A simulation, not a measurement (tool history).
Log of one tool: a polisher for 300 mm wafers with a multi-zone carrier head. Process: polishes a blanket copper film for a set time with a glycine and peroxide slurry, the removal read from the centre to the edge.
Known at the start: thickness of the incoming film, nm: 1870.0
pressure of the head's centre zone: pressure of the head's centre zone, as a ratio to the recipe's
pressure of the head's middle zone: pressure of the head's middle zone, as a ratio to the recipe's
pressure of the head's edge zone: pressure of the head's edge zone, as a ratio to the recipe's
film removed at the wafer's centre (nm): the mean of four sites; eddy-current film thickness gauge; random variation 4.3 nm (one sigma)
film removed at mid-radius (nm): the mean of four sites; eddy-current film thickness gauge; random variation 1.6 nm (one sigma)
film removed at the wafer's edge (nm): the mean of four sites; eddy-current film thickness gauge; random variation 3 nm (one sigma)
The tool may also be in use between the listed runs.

| run | hour | flow of slurry (ml/min) | pressure of the head's centre zone | pressure of the head's middle zone | pressure of the head's edge zone | polishing time (s) | film removed at the wafer's centre (nm) | film removed at mid-radius (nm) | film removed at the wafer's edge (nm) |
|---|---|---|---|---|---|---|---|---|---|
| 1 | 0.0 | 205 | 1.00 | 1.00 | 1.00 | 70 | 435.78 | 432.60 | 431.49 |
| 2 | 7.2 | 185 | 1.00 | 1.00 | 1.00 | 70 | 433.36 | 420.76 | 426.77 |
| 3 | 15.4 | 175 | 1.02 | 0.96 | 0.96 | 62 | 373.88 | 354.89 | 371.06 |
| 4 | 16.7 | 175 | 1.02 | 0.89 | 0.96 | 62 | 378.10 | 331.62 | 367.57 |
| 5 | 20.4 | 175 | 1.02 | 0.89 | 0.99 | 62 | 369.18 | 337.57 | 374.39 |
| 6 | 28.8 | 225 | 1.02 | 0.89 | 0.99 | 62 | 402.39 | 348.76 | 375.03 |
| 7 | 37.8 | 225 | 1.03 | 0.87 | 0.95 | 57 | 371.31 | 312.90 | 349.43 |
| 8 | 38.4 | 235 | 1.05 | 0.88 | 0.92 | 52 | 350.48 | 288.09 | 320.47 |

The next listed run, before its measurement:
| 9 | 39.1 | 205 | 1.08 | 0.86 | 0.82 | 43 | ? | ? | ? |

film removed at the wafer's centre (nm): 293.68
film removed at mid-radius (nm): 229.57
film removed at the wafer's edge (nm): 245.53
